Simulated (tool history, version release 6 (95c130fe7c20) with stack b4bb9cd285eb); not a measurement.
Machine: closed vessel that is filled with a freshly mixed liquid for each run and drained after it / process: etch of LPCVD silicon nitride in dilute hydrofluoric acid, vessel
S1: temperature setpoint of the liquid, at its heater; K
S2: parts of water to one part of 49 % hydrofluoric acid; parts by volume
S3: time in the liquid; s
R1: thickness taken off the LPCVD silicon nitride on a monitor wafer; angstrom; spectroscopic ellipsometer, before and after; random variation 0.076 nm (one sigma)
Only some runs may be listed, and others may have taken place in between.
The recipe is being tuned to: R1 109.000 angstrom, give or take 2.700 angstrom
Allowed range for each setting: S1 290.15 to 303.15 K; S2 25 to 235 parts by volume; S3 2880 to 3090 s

run,hour,S1,S2,S3,R1
1,0.0,295.15,130,2880,94.714
2,3.4,295.65,130,2880,97.771
3,11.9,295.65,95,2880,135.060
4,18.0,295.65,95,3090,143.630
5,19.7,295.65,60,3090,224.470
6,21.0,293.15,60,3090,188.170
7,25.9,292.65,65,3090,168.960
8,29.7,292.65,65,3090,167.860
9,31.8,292.15,70,3090,151.550
10,34.5,291.65,75,3090,137.920
11,38.9,291.15,75,3090,133.970
12,46.5,290.65,85,3090,112.830

Which of these 5 next moves meets every target?
A,54.1,290.65,80,3010,?
B,54.1,290.15,75,2880,?
C,54.1,290.15,80,3085,?
D,54.1,294.15,105,3090,?
E,54.1,291.15,90,3040,?

move,R1
A,116.600
B,114.670
C,115.380
D,116.800
E,108.760
A: moves away from the targets compared with the last run
B: moves away from the targets compared with the last run
C: moves away from the targets compared with the last run
D: moves away from the targets compared with the last run
E: in spec on every target
Go with E: it meets all targets.
